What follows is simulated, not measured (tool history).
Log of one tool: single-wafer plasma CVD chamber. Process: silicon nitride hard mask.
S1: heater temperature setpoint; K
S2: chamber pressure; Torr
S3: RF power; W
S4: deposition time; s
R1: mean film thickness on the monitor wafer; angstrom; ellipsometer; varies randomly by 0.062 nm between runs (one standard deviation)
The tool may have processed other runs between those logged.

run,day,S1,S2,S3,S4,R1
1,0.000,688.15,1.37,370,21.0,258.35
2,0.154,688.15,1.28,355,20.9,244.13
3,0.196,688.15,1.20,350,20.9,234.27
4,0.483,682.15,1.20,350,20.9,236.09
5,0.829,682.15,1.20,350,21.0,236.18
6,0.979,682.15,1.20,405,21.0,252.55
7,1.146,682.15,0.94,345,20.0,191.50
8,1.479,682.15,1.00,345,20.0,199.91

Estimate the outcome of run 9 from the log above:
9,1.825,682.15,1.04,345,20.0,?

{"run 9": {"R1": 207.18}}
